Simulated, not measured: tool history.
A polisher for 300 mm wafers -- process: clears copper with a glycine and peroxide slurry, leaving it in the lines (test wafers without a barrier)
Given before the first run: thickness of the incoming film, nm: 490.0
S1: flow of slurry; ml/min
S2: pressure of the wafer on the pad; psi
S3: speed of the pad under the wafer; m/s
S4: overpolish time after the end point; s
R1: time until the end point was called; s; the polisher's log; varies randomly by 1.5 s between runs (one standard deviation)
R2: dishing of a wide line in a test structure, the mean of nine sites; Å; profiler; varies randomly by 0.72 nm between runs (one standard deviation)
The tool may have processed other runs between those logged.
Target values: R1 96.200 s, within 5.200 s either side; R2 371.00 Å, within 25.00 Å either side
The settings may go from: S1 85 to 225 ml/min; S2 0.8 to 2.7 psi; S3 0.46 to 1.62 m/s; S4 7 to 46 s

run	hour	S1	S2	S3	S4	R1	R2
1	0.0	145	1.7	1.04	24	153.730	349.14
2	4.4	120	1.7	1.04	24	157.840	327.98
3	8.0	100	1.7	1.04	24	166.040	343.76
4	11.1	100	2.0	1.04	24	144.400	344.78
5	18.7	105	2.1	1.06	24	138.280	359.62
6	25.8	105	1.7	1.06	24	156.660	336.18
7	32.9	105	1.8	1.10	23	145.430	322.18
8	36.2	105	1.9	1.12	23	144.130	348.14
9	44.7	125	2.4	1.40	12	93.913	309.59
10	50.8	125	2.4	1.40	14	93.231	316.52
11	53.6	125	2.4	1.40	15	95.174	335.87
12	59.5	125	2.4	1.40	16	95.834	328.17
13	62.1	125	2.4	1.40	17	93.360	341.17

Next run, 5 choices. One meets every target within its allowed miss, the rest don't. Which?
A	64.7	100	2.4	1.46	22	?	?
B	64.7	130	2.7	1.42	15	?	?
C	64.7	95	2.7	1.50	15	?	?
D	64.7	95	2.3	1.36	21	?	?
E	64.7	105	2.3	1.42	13	?	?

move	R1	R2
A	95.175	351.99
B	83.504	329.72
C	85.065	326.43
D	105.940	342.44
E	99.902	293.92
A: every result lands within tolerance
B: the biggest miss grows against the last run
C: the biggest miss grows against the last run
D: the biggest miss grows against the last run
E: the biggest miss grows against the last run
Go with A: it meets all targets.
